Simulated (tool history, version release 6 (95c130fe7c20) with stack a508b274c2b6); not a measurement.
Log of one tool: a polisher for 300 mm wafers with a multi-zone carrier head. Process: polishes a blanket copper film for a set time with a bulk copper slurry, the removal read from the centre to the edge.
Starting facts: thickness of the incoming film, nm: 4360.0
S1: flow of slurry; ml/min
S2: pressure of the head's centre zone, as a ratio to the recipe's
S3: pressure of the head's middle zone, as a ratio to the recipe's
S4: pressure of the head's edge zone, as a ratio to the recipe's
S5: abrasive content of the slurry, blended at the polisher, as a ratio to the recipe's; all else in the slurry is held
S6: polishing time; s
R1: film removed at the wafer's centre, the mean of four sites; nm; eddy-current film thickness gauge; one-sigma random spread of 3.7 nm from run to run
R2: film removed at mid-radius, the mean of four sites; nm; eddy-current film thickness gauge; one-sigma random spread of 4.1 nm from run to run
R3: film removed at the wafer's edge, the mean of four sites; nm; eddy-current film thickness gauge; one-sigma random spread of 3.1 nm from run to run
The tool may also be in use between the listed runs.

| run | hour | S1 | S2 | S3 | S4 | S5 | S6 | R1 | R2 | R3 |
|---|---|---|---|---|---|---|---|---|---|---|
| 1 | 0 | 240 | 1 | 1 | 1 | 1 | 39 | 211.14 | 219.07 | 223.29 |
| 2 | 7.6 | 240 | 1 | 0.91 | 1 | 1 | 39 | 210.63 | 203.83 | 229.13 |
| 3 | 12.4 | 240 | 1 | 0.83 | 1 | 1 | 39 | 213.99 | 189.2 | 232.12 |
| 4 | 19.8 | 245 | 1.01 | 0.89 | 1.01 | 1.1 | 40 | 223.48 | 206.74 | 243.54 |
| 5 | 22.1 | 250 | 1.02 | 0.95 | 1 | 1.2 | 41 | 235.61 | 228.6 | 255.86 |
| 6 | 31 | 250 | 1.02 | 1.01 | 1 | 1.2 | 41 | 239.15 | 247.1 | 262.57 |
| 7 | 37.4 | 260 | 1.04 | 1.05 | 1 | 1.2 | 41 | 247.81 | 249.17 | 253.88 |
|  | 39.7 | edge zone pressure recalibrated |
| 8 | 39.7 | 260 | 1.04 | 1.08 | 1 | 1.25 | 41 | 241.87 | 263.25 | 244.81 |
| 9 | 44 | 260 | 1.05 | 1.08 | 1.01 | 1.3 | 42 | 262.1 | 272.69 | 258.96 |

Run 10 comes next. What will it give?
| 10 | 48.5 | 260 | 1.04 | 1.08 | 1.02 | 1.35 | 42 | ? | ? | ? |

R1: 265.29 nm
R2: 279.03 nm
R3: 257.34 nm

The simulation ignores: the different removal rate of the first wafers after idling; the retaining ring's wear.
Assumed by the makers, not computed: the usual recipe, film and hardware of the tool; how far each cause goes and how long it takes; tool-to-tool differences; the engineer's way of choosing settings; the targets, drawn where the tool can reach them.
